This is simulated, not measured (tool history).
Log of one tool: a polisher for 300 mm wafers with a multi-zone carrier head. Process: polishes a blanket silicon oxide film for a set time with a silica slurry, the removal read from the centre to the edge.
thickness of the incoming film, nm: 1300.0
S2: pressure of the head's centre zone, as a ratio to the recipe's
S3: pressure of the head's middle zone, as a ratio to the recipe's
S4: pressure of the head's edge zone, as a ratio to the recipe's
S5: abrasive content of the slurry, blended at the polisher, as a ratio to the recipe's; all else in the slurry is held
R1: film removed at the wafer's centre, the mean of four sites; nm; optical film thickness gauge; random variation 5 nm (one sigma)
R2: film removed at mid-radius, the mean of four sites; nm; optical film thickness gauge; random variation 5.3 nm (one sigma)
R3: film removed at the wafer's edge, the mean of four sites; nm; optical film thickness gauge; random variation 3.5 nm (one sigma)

run 1 hour=0.0 | flow_of_slurry_(ml/min)=250 S2=1.00 S3=1.00 S4=1.00 S5=1.00 polishing_time_(s)=81 | R1=354.27 R2=349.06 R3=350.61
run 2 hour=4.3 | flow_of_slurry_(ml/min)=250 S2=1.00 S3=1.00 S4=1.00 S5=1.15 polishing_time_(s)=81 | R1=377.16 R2=372.57 R3=370.26
run 3 hour=11.0 | flow_of_slurry_(ml/min)=295 S2=1.00 S3=1.00 S4=1.00 S5=1.15 polishing_time_(s)=81 | R1=387.10 R2=384.26 R3=373.73
run 4 hour=12.9 | flow_of_slurry_(ml/min)=295 S2=1.00 S3=1.05 S4=1.00 S5=1.15 polishing_time_(s)=81 | R1=389.30 R2=396.97 R3=379.96
run 5 hour=15.0 | flow_of_slurry_(ml/min)=295 S2=1.00 S3=1.05 S4=1.00 S5=1.00 polishing_time_(s)=81 | R1=359.95 R2=372.84 R3=356.14
run 6 hour=20.6 | flow_of_slurry_(ml/min)=295 S2=1.00 S3=1.06 S4=1.02 S5=1.05 polishing_time_(s)=81 | R1=368.31 R2=379.25 R3=357.97
run 7 hour=25.1 | flow_of_slurry_(ml/min)=295 S2=0.99 S3=1.06 S4=1.02 S5=1.10 polishing_time_(s)=82 | R1=377.33 R2=398.48 R3=375.62
run 8 hour=30.8 | flow_of_slurry_(ml/min)=290 S2=0.98 S3=1.06 S4=1.03 S5=1.15 polishing_time_(s)=82 | R1=381.70 R2=402.86 R3=382.30
run 9 hour=31.7 | flow_of_slurry_(ml/min)=285 S2=0.97 S3=1.06 S4=1.03 S5=1.20 polishing_time_(s)=83 | R1=378.06 R2=408.55 R3=398.52
run 10 hour=33.7 | flow_of_slurry_(ml/min)=285 S2=0.97 S3=1.07 S4=1.03 S5=1.25 polishing_time_(s)=83 | R1=396.54 R2=422.75 R3=404.34
run 11 hour=38.2 | flow_of_slurry_(ml/min)=285 S2=0.97 S3=1.07 S4=1.03 S5=1.25 polishing_time_(s)=83 | R1=396.21 R2=417.91 R3=403.87
run 12 hour=39.5 | flow_of_slurry_(ml/min)=290 S2=0.96 S3=1.08 S4=1.04 S5=1.30 polishing_time_(s)=83 | R1=407.84 R2=431.37 R3=411.75
run 13 hour=44.6 | flow_of_slurry_(ml/min)=290 S2=0.95 S3=1.09 S4=1.05 S5=1.30 polishing_time_(s)=83 | R1=393.20 R2=427.88 R3=413.34

The next listed run, before its measurement:
run 14 hour=48.8 | flow_of_slurry_(ml/min)=290 S2=0.95 S3=1.09 S4=1.05 S5=1.30 polishing_time_(s)=83 | R1=? R2=? R3=?

R1: 393.23 nm
R2: 440.13 nm
R3: 406.19 nm

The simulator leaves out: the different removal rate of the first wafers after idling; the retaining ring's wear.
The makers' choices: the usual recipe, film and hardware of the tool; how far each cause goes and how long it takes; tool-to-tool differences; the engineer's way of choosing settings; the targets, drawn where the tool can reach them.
